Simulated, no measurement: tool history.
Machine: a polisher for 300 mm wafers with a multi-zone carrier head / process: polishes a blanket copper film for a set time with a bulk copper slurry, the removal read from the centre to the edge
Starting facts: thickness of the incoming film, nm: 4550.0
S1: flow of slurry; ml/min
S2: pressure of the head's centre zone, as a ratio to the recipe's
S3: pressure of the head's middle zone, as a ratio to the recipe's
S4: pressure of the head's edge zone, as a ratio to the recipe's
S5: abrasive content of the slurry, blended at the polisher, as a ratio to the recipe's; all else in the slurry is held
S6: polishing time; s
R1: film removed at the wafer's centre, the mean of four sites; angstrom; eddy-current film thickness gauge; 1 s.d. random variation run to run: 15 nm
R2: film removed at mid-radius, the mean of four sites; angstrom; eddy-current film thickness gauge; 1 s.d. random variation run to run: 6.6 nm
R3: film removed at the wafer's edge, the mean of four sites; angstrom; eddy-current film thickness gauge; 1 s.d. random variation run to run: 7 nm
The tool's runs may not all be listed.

run,day,S1,S2,S3,S4,S5,S6,R1,R2,R3
1,0.000,245,1.00,1.00,1.00,1.00,42,5652.5,5708.7,5828.6
2,0.075,250,1.02,1.01,1.02,1.05,43,5933.6,5926.4,5960.5
3,0.238,250,1.02,1.01,1.02,1.05,48,6533.2,6479.4,6728.0
4,0.558,250,1.02,0.95,1.02,1.05,48,6635.0,6140.1,6709.1
5,0.683,255,1.03,0.97,1.03,1.10,49,6969.1,6525.3,7032.6
6,0.833,205,1.03,0.97,1.03,1.10,49,6629.3,6385.7,6865.1
7,0.862,215,1.04,0.99,1.04,1.15,50,7152.3,6711.3,7066.7
8,0.996,225,1.04,1.00,1.05,1.20,51,7449.7,6961.0,7314.2
9,1.308,230,1.04,1.01,1.06,1.25,52,7385.0,7206.4,7673.0
10,1.475,235,1.05,1.03,1.07,1.30,53,7743.8,7701.3,7891.9

What does the tool deliver on the next run?
11,1.838,240,1.06,1.04,1.08,1.30,53,?,?,?

{"run 11": {"R1": 7941.5, "R2": 7778.6, "R3": 8018.9}}
